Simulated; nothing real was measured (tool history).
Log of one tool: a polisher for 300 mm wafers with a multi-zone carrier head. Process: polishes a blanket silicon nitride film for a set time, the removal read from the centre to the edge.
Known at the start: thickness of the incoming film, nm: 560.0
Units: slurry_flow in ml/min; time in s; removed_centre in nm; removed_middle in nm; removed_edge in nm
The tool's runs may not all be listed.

run	day	slurry_flow	centre_zone	middle_zone	edge_zone	time	removed_centre	removed_middle	removed_edge
1	0	205	1	1	1	79	157.38	152.4	151.3
2	0.071	185	0.97	0.97	0.95	64	120.02	117.18	116.95
3	0.138	180	0.95	0.94	0.91	57	106.95	104.24	103.2
4	0.175	170	0.92	0.91	0.89	52	92.518	89.534	93.539
5	0.267	170	0.87	0.91	0.89	52	85.068	91.026	92.174
6	0.488	170	0.93	0.91	0.89	52	92.886	90.934	94.21

Run 7 comes next. What will it give?
7	0.8	175	0.92	0.9	0.87	48	?	?	?

{"run 7": {"removed_centre": 84.227, "removed_middle": 83.479, "removed_edge": 85.966}}
